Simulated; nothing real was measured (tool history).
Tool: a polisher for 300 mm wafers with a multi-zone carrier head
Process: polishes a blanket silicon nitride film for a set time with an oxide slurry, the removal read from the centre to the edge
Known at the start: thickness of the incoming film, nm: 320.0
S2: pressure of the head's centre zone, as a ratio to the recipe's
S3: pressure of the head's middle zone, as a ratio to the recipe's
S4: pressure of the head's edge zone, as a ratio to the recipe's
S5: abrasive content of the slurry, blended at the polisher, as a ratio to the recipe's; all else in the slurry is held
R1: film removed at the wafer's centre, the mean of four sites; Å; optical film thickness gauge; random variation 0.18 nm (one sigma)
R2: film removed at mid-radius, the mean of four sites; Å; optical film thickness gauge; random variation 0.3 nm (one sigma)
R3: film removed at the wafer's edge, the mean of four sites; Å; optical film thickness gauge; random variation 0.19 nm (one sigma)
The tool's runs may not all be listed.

{"run": 1, "hour": 0.0, "flow of slurry (ml/min)": 285, "S2": 1, "S3": 1, "S4": 1, "S5": 1, "polishing time (s)": 53, "R1": 240.76, "R2": 239.08, "R3": 225.26}
{"run": 2, "hour": 0.6, "flow of slurry (ml/min)": 285, "S2": 1, "S3": 1, "S4": 1, "S5": 1.1, "polishing time (s)": 53, "R1": 260.56, "R2": 253.65, "R3": 238.54}
{"run": 3, "hour": 1.7, "flow of slurry (ml/min)": 295, "S2": 1.01, "S3": 1.01, "S4": 1.03, "S5": 1.1, "polishing time (s)": 53, "R1": 260.68, "R2": 255.86, "R3": 245.32}
{"run": 4, "hour": 10.1, "flow of slurry (ml/min)": 295, "S2": 1.01, "S3": 1.01, "S4": 1.03, "S5": 1.2, "polishing time (s)": 53, "R1": 273.77, "R2": 264.2, "R3": 252.69}
{"run": 5, "hour": 15.6, "flow of slurry (ml/min)": 305, "S2": 1.02, "S3": 1.02, "S4": 1.04, "S5": 1.2, "polishing time (s)": 53, "R1": 278.76, "R2": 270.49, "R3": 253.83}
{"run": 6, "hour": 17.3, "flow of slurry (ml/min)": 315, "S2": 1.02, "S3": 1.02, "S4": 1.05, "S5": 1.2, "polishing time (s)": 53, "R1": 279.24, "R2": 266.8, "R3": 258.57}

The next listed run, before its measurement:
{"run": 7, "hour": 26.0, "flow of slurry (ml/min)": 325, "S2": 1.03, "S3": 1.03, "S4": 1.05, "S5": 1.2, "polishing time (s)": 53, "R1": "?", "R2": "?", "R3": "?"}

{"run 7": {"R1": 279.89, "R2": 272.16, "R3": 255.94}}
